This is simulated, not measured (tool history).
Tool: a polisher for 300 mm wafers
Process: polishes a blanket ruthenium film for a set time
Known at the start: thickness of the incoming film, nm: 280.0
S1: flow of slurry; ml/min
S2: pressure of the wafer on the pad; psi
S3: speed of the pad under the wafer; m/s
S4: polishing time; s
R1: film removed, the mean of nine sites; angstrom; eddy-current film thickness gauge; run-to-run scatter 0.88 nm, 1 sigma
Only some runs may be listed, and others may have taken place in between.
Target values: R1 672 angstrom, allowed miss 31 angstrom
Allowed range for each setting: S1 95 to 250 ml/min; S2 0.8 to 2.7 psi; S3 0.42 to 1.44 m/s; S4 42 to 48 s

run,hour,S1,S2,S3,S4,R1
1,0,160,1.7,0.92,48,386.46
2,8.3,140,1.7,0.92,48,376.1
3,9.3,145,1.9,0.92,48,416.69
4,17.8,145,2.3,0.92,48,489.49
5,24.6,145,2.3,0.92,42,425.56
6,30.7,145,2.4,0.98,42,484.88
7,34.5,145,2.5,1.02,42,509.14
8,35,145,2.5,1.06,42,526.69
9,41.3,145,2.5,1.1,42,537.06
10,47.4,145,2.5,1.14,42,573.25
11,50.5,145,2.5,1.16,42,578.38
12,52.3,145,2.5,1.18,42,580.61
13,57.7,145,2.5,1.2,42,603.07
14,64.5,145,2.5,1.2,42,593.4
15,68.1,145,2.5,1.22,42,607.7
16,72.7,145,2.5,1.22,42,616.06

Pick the move, out of 5, that brings all results within their allowed miss; only one does.
A,77.3,130,2.5,1.2,48,?
B,77.3,125,2.4,1.24,42,?
C,77.3,145,2.3,1.26,42,?
D,77.3,155,2.7,1.04,45,?
E,77.3,165,2.5,1.14,42,?

move,R1
A,677.53
B,583.98
C,588.9
D,615.44
E,591.13
A: every result lands within tolerance
B: lands further from the targets than the last run did
C: lands further from the targets than the last run did
D: about the same distance from the targets as the last run
E: lands further from the targets than the last run did
Correct choice: A, which meets every target

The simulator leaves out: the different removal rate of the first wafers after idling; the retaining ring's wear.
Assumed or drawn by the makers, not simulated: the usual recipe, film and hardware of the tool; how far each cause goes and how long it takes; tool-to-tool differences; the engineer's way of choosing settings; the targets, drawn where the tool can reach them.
